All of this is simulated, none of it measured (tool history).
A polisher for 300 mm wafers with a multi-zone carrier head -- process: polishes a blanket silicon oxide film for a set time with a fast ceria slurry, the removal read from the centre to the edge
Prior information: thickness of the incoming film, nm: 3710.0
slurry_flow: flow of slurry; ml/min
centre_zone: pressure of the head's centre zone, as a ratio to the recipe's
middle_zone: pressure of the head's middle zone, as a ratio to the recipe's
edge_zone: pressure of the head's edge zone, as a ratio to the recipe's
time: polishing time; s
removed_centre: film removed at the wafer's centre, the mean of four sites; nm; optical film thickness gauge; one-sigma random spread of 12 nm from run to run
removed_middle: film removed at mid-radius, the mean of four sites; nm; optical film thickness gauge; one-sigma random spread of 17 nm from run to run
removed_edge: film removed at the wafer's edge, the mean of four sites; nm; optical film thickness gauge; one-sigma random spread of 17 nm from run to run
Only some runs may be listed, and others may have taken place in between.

Run 1, hour 0: slurry_flow 245 ml/min, centre_zone 1, middle_zone 1, edge_zone 1, time 59 s. Result: removed_centre 1392.1 nm, removed_middle 1363.5 nm, removed_edge 1376.6 nm.
Run 2, hour 2.8: slurry_flow 240 ml/min, centre_zone 0.98, middle_zone 1.01, edge_zone 0.99, time 59 s. Result: removed_centre 1344.3 nm, removed_middle 1352.2 nm, removed_edge 1335.9 nm.
Run 3, hour 9.1: slurry_flow 235 ml/min, centre_zone 0.97, middle_zone 1.02, edge_zone 0.99, time 59 s. Result: removed_centre 1328.3 nm, removed_middle 1360.9 nm, removed_edge 1335.7 nm.
Run 4, hour 10.6: slurry_flow 235 ml/min, centre_zone 0.97, middle_zone 1.02, edge_zone 0.99, time 51 s. Result: removed_centre 1161.4 nm, removed_middle 1183.8 nm, removed_edge 1173.5 nm.
Run 5, hour 13.2: slurry_flow 235 ml/min, centre_zone 0.97, middle_zone 1.06, edge_zone 0.99, time 51 s. Result: removed_centre 1168 nm, removed_middle 1254.9 nm, removed_edge 1198.7 nm.
Run 6, hour 14.8: slurry_flow 240 ml/min, centre_zone 0.97, middle_zone 1.07, edge_zone 1, time 51 s. Result: removed_centre 1142.5 nm, removed_middle 1247.4 nm, removed_edge 1176.1 nm.
Run 7, hour 20.1: slurry_flow 235 ml/min, centre_zone 0.92, middle_zone 1.1, edge_zone 1.03, time 58 s. Result: removed_centre 1243.5 nm, removed_middle 1460.9 nm, removed_edge 1395.4 nm.

Estimate the outcome of run 8 from the log above:
Run 8, hour 22.7: slurry_flow 235 ml/min, centre_zone 0.92, middle_zone 1.1, edge_zone 1.02, time 58 s. Result: removed_centre ?, removed_middle ?, removed_edge ?.

Run 8 yielded removed_centre 1258.3 nm, removed_middle 1483 nm, removed_edge 1369.6 nm.
